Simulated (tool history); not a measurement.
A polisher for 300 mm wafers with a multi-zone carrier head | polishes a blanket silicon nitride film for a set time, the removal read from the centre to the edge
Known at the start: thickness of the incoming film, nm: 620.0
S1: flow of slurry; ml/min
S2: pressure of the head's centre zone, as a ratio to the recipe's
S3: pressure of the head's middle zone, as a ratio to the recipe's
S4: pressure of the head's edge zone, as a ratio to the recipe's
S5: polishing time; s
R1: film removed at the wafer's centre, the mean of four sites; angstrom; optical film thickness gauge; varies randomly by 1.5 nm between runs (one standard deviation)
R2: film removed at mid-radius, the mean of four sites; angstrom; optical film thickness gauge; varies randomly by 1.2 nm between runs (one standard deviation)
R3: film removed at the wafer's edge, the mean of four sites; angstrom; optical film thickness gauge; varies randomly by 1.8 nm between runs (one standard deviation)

Run 1, day 0.000: S1 180 ml/min, S2 1.00, S3 1.00, S4 1.00, S5 73 s. Result: R1 1475.4 angstrom, R2 1433.9 angstrom, R3 1428.2 angstrom.
Run 2, day 0.142: S1 180 ml/min, S2 1.00, S3 1.00, S4 0.94, S5 73 s. Result: R1 1457.2 angstrom, R2 1446.5 angstrom, R3 1354.9 angstrom.
Run 3, day 0.408: S1 165 ml/min, S2 0.95, S3 1.00, S4 0.95, S5 73 s. Result: R1 1363.8 angstrom, R2 1423.7 angstrom, R3 1368.7 angstrom.
Run 4, day 0.496: S1 165 ml/min, S2 0.95, S3 1.00, S4 0.98, S5 73 s. Result: R1 1368.3 angstrom, R2 1434.8 angstrom, R3 1421.5 angstrom.
Run 5, day 0.579: S1 165 ml/min, S2 0.95, S3 1.00, S4 1.04, S5 73 s. Result: R1 1362.5 angstrom, R2 1431.6 angstrom, R3 1441.2 angstrom.
Run 6, day 0.758: S1 165 ml/min, S2 0.95, S3 1.00, S4 1.04, S5 91 s. Result: R1 1723.8 angstrom, R2 1773.5 angstrom, R3 1843.0 angstrom.
Run 7, day 0.850: S1 160 ml/min, S2 0.92, S3 0.99, S4 1.00, S5 85 s. Result: R1 1532.7 angstrom, R2 1627.8 angstrom, R3 1679.2 angstrom.
Run 8, day 1.021: S1 155 ml/min, S2 0.90, S3 0.99, S4 0.97, S5 81 s. Result: R1 1400.8 angstrom, R2 1545.8 angstrom, R3 1525.3 angstrom.
Run 9, day 1.358: S1 150 ml/min, S2 0.88, S3 0.97, S4 0.94, S5 80 s. Result: R1 1360.3 angstrom, R2 1488.6 angstrom, R3 1461.2 angstrom.

Predict the results of run 10:
Run 10, day 1.683: S1 145 ml/min, S2 0.86, S3 0.96, S4 0.93, S5 79 s. Result: R1 ?, R2 ?, R3 ?.

Run 10 came out at R1 1318.4 angstrom, R2 1452.2 angstrom, R3 1449.7 angstrom.
